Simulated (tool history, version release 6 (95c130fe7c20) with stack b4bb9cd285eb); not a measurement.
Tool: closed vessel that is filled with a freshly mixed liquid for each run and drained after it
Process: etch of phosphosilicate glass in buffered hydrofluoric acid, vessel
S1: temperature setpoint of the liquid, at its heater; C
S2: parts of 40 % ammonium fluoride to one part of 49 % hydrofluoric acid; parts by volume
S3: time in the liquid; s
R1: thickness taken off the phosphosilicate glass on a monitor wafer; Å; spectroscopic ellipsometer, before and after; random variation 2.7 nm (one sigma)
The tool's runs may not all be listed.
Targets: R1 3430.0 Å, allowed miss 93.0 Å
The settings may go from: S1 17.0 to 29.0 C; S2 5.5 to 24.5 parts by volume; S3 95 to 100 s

| run | hour | S1 | S2 | S3 | R1 |
|---|---|---|---|---|---|
| 1 | 0.0 | 21.0 | 15.0 | 95 | 3556.0 |
| 2 | 6.2 | 21.0 | 15.0 | 95 | 3609.7 |
| 3 | 11.9 | 21.0 | 15.0 | 100 | 3750.1 |
| 4 | 12.5 | 21.0 | 15.0 | 100 | 3764.4 |
| 5 | 13.5 | 20.5 | 15.0 | 100 | 3633.9 |
| 6 | 21.3 | 20.0 | 15.0 | 100 | 3589.4 |
|  | 30.0 | thermometer replaced |
| 7 | 30.0 | 19.5 | 15.0 | 100 | 3726.1 |
| 8 | 31.6 | 19.0 | 15.0 | 100 | 3640.1 |
| 9 | 39.8 | 18.5 | 15.0 | 100 | 3546.3 |

4 next moves are on the table. One of them brings every result within its allowed miss. Which?
| A | 48.0 | 18.5 | 13.5 | 95 | ? |
| B | 48.0 | 17.5 | 14.0 | 95 | ? |
| C | 48.0 | 20.5 | 16.0 | 100 | ? |
| D | 48.0 | 19.5 | 15.5 | 100 | ? |

| move | R1 |
|---|---|
| A | 3757.5 |
| B | 3425.5 |
| C | 3745.2 |
| D | 3653.4 |
A: further off than the last run
B: meets every target
C: further off than the last run
D: further off than the last run
Answer: B
